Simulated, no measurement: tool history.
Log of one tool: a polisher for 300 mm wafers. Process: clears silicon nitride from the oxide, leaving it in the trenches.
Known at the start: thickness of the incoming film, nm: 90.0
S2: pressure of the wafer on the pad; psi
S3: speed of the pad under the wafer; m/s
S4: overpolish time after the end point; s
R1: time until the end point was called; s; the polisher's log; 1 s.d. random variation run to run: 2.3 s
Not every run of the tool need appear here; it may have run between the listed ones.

run 1 day=0.000 | flow_of_slurry_(ml/min)=200 S2=3.0 S3=0.88 S4=5 | R1=123.88
run 2 day=0.092 | flow_of_slurry_(ml/min)=200 S2=3.0 S3=0.88 S4=5 | R1=124.03
run 3 day=0.333 | flow_of_slurry_(ml/min)=200 S2=2.8 S3=0.88 S4=5 | R1=133.09
run 4 day=0.396 | flow_of_slurry_(ml/min)=200 S2=2.6 S3=0.88 S4=5 | R1=142.28
run 5 day=0.575 | flow_of_slurry_(ml/min)=200 S2=2.9 S3=0.88 S4=5 | R1=132.12
run 6 day=0.600 | flow_of_slurry_(ml/min)=200 S2=2.5 S3=0.88 S4=5 | R1=148.86
run 7 day=0.804 | flow_of_slurry_(ml/min)=200 S2=2.4 S3=0.88 S4=5 | R1=152.22
run 8 day=1.162 | flow_of_slurry_(ml/min)=200 S2=2.3 S3=0.88 S4=5 | R1=161.43

Run 9 is up next; what results do you expect?
run 9 day=1.325 | flow_of_slurry_(ml/min)=200 S2=2.3 S3=0.88 S4=5 | R1=?

{"run 9": {"R1": 160.87}}
